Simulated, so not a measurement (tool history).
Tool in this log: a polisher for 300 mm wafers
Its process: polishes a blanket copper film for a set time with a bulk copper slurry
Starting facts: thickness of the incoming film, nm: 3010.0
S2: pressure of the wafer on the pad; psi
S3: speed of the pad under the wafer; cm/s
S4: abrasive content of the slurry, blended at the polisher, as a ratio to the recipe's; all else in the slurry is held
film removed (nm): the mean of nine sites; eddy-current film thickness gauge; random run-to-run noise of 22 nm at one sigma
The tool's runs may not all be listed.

Run 1, hour 0.0: flow of slurry (ml/min) 315, S2 3.2 psi, S3 120 cm/s, S4 1.0, polishing time (s) 56. Result: film removed (nm) 811.46.
Run 2, hour 1.1: flow of slurry (ml/min) 315, S2 3.8 psi, S3 122 cm/s, S4 1.0, polishing time (s) 56. Result: film removed (nm) 949.96.
Run 3, hour 6.5: flow of slurry (ml/min) 315, S2 3.8 psi, S3 122 cm/s, S4 0.8, polishing time (s) 56. Result: film removed (nm) 910.77.
Run 4, hour 10.3: flow of slurry (ml/min) 315, S2 3.8 psi, S3 122 cm/s, S4 0.8, polishing time (s) 51. Result: film removed (nm) 812.47.
Run 5, hour 17.1: flow of slurry (ml/min) 315, S2 4.2 psi, S3 134 cm/s, S4 0.8, polishing time (s) 51. Result: film removed (nm) 1000.20.
Run 6, hour 20.5: flow of slurry (ml/min) 315, S2 4.4 psi, S3 142 cm/s, S4 0.8, polishing time (s) 51. Result: film removed (nm) 1101.50.

Expected results for the next run?
Run 7, hour 29.3: flow of slurry (ml/min) 315, S2 4.4 psi, S3 142 cm/s, S4 0.8, polishing time (s) 51. Result: film removed (nm) ?.

{"run 7": {"film removed (nm)": 1111.6}}

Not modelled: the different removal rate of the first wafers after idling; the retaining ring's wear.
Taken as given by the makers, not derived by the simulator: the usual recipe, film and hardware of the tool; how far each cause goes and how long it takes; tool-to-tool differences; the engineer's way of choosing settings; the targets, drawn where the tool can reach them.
